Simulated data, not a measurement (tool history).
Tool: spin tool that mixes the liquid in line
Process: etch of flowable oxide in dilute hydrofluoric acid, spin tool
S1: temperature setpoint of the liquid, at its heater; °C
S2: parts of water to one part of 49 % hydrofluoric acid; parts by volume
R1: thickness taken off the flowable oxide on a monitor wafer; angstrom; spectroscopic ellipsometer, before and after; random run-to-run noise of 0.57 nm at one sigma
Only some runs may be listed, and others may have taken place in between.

run 1 hour=0 | S1=21 S2=230 time_under_the_liquid_(s)=165 | R1=246.46
run 2 hour=3 | S1=23 S2=230 time_under_the_liquid_(s)=165 | R1=264.05
run 3 hour=9.5 | S1=24.5 S2=190 time_under_the_liquid_(s)=165 | R1=354.83
run 4 hour=11.5 | S1=25.5 S2=165 time_under_the_liquid_(s)=165 | R1=439.11
run 5 hour=13.5 | S1=26.5 S2=150 time_under_the_liquid_(s)=165 | R1=508.62
run 6 hour=14.8 | S1=27 S2=140 time_under_the_liquid_(s)=165 | R1=552.57
run 7 hour=16.1 | S1=27.5 S2=135 time_under_the_liquid_(s)=165 | R1=589.96

What will run 8 give?
run 8 hour=17.9 | S1=27.5 S2=135 time_under_the_liquid_(s)=165 | R1=?

{"run 8": {"R1": 605.19}}
